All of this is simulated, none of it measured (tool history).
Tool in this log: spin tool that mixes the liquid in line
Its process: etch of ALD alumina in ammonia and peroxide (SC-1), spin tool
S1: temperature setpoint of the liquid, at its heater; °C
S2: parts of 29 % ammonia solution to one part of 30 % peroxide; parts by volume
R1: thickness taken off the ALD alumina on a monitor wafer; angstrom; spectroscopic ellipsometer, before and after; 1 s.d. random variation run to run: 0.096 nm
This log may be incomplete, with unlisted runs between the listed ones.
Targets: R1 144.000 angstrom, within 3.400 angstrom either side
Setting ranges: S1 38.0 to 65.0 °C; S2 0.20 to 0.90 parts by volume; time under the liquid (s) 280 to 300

run 1 hour=0.0 | S1=49.0 S2=0.50 time_under_the_liquid_(s)=280 | R1=74.313
run 2 hour=8.5 | S1=42.5 S2=0.50 time_under_the_liquid_(s)=280 | R1=51.446
run 3 hour=15.0 | S1=38.0 S2=0.50 time_under_the_liquid_(s)=280 | R1=38.992
run 4 hour=20.9 | S1=38.0 S2=0.50 time_under_the_liquid_(s)=280 | R1=39.181
run 5 hour=27.7 | S1=38.0 S2=0.60 time_under_the_liquid_(s)=280 | R1=39.902
run 6 hour=28.4 | S1=38.0 S2=0.55 time_under_the_liquid_(s)=280 | R1=39.275
run 7 hour=36.2 | S1=41.0 S2=0.55 time_under_the_liquid_(s)=280 | R1=46.434
run 8 hour=38.1 | S1=43.5 S2=0.55 time_under_the_liquid_(s)=280 | R1=55.315
run 9 hour=40.3 | S1=45.5 S2=0.55 time_under_the_liquid_(s)=280 | R1=61.549
run 10 hour=47.0 | S1=47.5 S2=0.55 time_under_the_liquid_(s)=280 | R1=69.591
run 11 hour=54.5 | S1=49.0 S2=0.55 time_under_the_liquid_(s)=280 | R1=74.658
run 12 hour=62.8 | S1=50.5 S2=0.55 time_under_the_liquid_(s)=280 | R1=80.984
run 13 hour=69.1 | S1=58.5 S2=0.55 time_under_the_liquid_(s)=280 | R1=124.710
run 14 hour=74.3 | S1=59.0 S2=0.55 time_under_the_liquid_(s)=280 | R1=128.960
run 15 hour=79.0 | S1=59.5 S2=0.55 time_under_the_liquid_(s)=280 | R1=133.040
run 16 hour=83.6 | S1=60.5 S2=0.55 time_under_the_liquid_(s)=280 | R1=139.100

Next run, 4 choices. One meets every target within its allowed miss, the rest don't. Which?
run A hour=88.2 | S1=59.5 S2=0.70 time_under_the_liquid_(s)=280 | R1=?
run B hour=88.2 | S1=61.0 S2=0.60 time_under_the_liquid_(s)=280 | R1=?
run C hour=88.2 | S1=61.0 S2=0.25 time_under_the_liquid_(s)=285 | R1=?
run D hour=88.2 | S1=59.5 S2=0.40 time_under_the_liquid_(s)=280 | R1=?

move=A R1=136.220
move=B R1=145.200
move=C R1=136.050
move=D R1=129.210
A: misses by more than the last run did
B: every result within its allowed miss
C: misses by more than the last run did
D: misses by more than the last run did
The move that meets every target is B.
